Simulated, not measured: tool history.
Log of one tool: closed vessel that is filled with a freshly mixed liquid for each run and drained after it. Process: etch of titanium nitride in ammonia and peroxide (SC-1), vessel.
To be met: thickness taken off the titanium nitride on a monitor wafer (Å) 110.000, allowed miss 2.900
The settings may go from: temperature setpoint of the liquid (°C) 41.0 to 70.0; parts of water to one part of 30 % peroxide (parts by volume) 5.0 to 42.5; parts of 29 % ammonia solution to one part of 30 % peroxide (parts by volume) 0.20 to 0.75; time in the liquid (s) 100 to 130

run,hour,temperature setpoint of the liquid (°C),parts of water to one part of 30 % peroxide (parts by volume),parts of 29 % ammonia solution to one part of 30 % peroxide (parts by volume),time in the liquid (s),thickness taken off the titanium nitride on a monitor wafer (Å)
1,0.0,57.0,23.5,0.45,130,95.654
2,8.6,57.0,23.5,0.35,130,90.861
3,15.9,57.0,23.5,0.35,100,69.543
4,23.6,57.0,23.5,0.40,100,71.604
5,27.7,57.0,23.5,0.40,100,72.481
6,33.7,58.0,23.5,0.40,100,77.894
7,35.8,59.0,23.5,0.40,100,82.160
8,37.6,59.5,23.5,0.40,100,86.040
# hour 46.3: ammonia flow meter replaced
9,46.3,60.0,23.5,0.40,100,89.808
10,51.4,60.5,23.5,0.40,100,92.843
11,60.3,61.0,23.5,0.40,100,95.259
12,64.0,61.5,23.5,0.40,100,98.324
13,72.5,62.5,23.5,0.40,100,105.140

Which of these 5 next moves meets every target?
A,81.0,62.0,23.0,0.30,105,?
B,81.0,63.0,31.5,0.35,115,?
C,81.0,54.0,11.5,0.35,120,?
D,81.0,61.0,23.0,0.45,110,?
E,81.0,59.5,28.0,0.50,125,?

move,thickness taken off the titanium nitride on a monitor wafer (Å)
A,102.620
B,103.180
C,104.240
D,108.850
E,102.310
A: further off than the last run
B: further off than the last run
C: further off than the last run
D: meets every target
E: further off than the last run
The right move is D.
